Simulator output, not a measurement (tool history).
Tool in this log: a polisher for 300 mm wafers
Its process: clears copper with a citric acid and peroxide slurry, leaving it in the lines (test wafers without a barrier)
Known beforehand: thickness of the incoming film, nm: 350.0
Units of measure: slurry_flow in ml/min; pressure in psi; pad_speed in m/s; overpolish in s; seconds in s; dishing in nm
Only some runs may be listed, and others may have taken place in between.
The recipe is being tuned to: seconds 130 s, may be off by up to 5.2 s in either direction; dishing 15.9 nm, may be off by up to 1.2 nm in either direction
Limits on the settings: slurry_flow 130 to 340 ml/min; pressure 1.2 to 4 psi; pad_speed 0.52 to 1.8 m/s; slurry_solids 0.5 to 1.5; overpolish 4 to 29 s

Run 1, day 0: slurry_flow 220 ml/min, pressure 2.6 psi, pad_speed 1.16 m/s, slurry_solids 1, overpolish 15 s. Result: seconds 192.92 s, dishing 19.819 nm.
Run 2, day 0.171: slurry_flow 220 ml/min, pressure 3.1 psi, pad_speed 1.16 m/s, slurry_solids 1, overpolish 15 s. Result: seconds 161.8 s, dishing 22.635 nm.
Run 3, day 0.392: slurry_flow 220 ml/min, pressure 3.2 psi, pad_speed 1.16 m/s, slurry_solids 1, overpolish 13 s. Result: seconds 155.4 s, dishing 20.89 nm.
Run 4, day 0.425: slurry_flow 220 ml/min, pressure 3.3 psi, pad_speed 1.16 m/s, slurry_solids 1, overpolish 11 s. Result: seconds 151.4 s, dishing 18.716 nm.
Run 5, day 0.562: slurry_flow 190 ml/min, pressure 3.3 psi, pad_speed 1.16 m/s, slurry_solids 1, overpolish 11 s. Result: seconds 153.87 s, dishing 18.048 nm.
Run 6, day 0.675: slurry_flow 195 ml/min, pressure 3.4 psi, pad_speed 1.16 m/s, slurry_solids 1, overpolish 10 s. Result: seconds 149.34 s, dishing 17.791 nm.
Run 7, day 0.958: slurry_flow 200 ml/min, pressure 3.5 psi, pad_speed 1.16 m/s, slurry_solids 1, overpolish 9 s. Result: seconds 144.9 s, dishing 15.989 nm.
Run 8, day 1.021: slurry_flow 200 ml/min, pressure 3.5 psi, pad_speed 1.16 m/s, slurry_solids 1, overpolish 9 s. Result: seconds 145.98 s, dishing 15.848 nm.
Run 9, day 1.279: slurry_flow 200 ml/min, pressure 3.6 psi, pad_speed 1.16 m/s, slurry_solids 1, overpolish 9 s. Result: seconds 141.61 s, dishing 16.277 nm.
Run 10, day 1.442: slurry_flow 200 ml/min, pressure 3.7 psi, pad_speed 1.16 m/s, slurry_solids 1, overpolish 9 s. Result: seconds 137.65 s, dishing 16.374 nm.
Run 11, day 1.529: slurry_flow 200 ml/min, pressure 3.8 psi, pad_speed 1.16 m/s, slurry_solids 1, overpolish 9 s. Result: seconds 132.95 s, dishing 18.057 nm.

Which of these 5 next moves meets every target?
Run A, day 1.617: slurry_flow 200 ml/min, pressure 3.8 psi, pad_speed 1.28 m/s, slurry_solids 0.95, overpolish 10 s. Result: seconds ?, dishing ?.
Run B, day 1.617: slurry_flow 180 ml/min, pressure 3.6 psi, pad_speed 1.32 m/s, slurry_solids 1.05, overpolish 10 s. Result: seconds ?, dishing ?.
Run C, day 1.617: slurry_flow 205 ml/min, pressure 3.2 psi, pad_speed 1.34 m/s, slurry_solids 0.95, overpolish 10 s. Result: seconds ?, dishing ?.
Run D, day 1.617: slurry_flow 215 ml/min, pressure 3.8 psi, pad_speed 1.08 m/s, slurry_solids 1.1, overpolish 11 s. Result: seconds ?, dishing ?.
Run E, day 1.617: slurry_flow 155 ml/min, pressure 3.7 psi, pad_speed 1.46 m/s, slurry_solids 0.8, overpolish 8 s. Result: seconds ?, dishing ?.

move  seconds  dishing
   A   125.72   20.156
   B   128.92   19.664
   C   144.01   17.683
   D   134.18   20.732
   E   127.06   16.182
A: misses by more than the last run did
B: misses by more than the last run did
C: misses by more than the last run did
D: misses by more than the last run did
E: hits every target within its allowed miss
E meets every target.

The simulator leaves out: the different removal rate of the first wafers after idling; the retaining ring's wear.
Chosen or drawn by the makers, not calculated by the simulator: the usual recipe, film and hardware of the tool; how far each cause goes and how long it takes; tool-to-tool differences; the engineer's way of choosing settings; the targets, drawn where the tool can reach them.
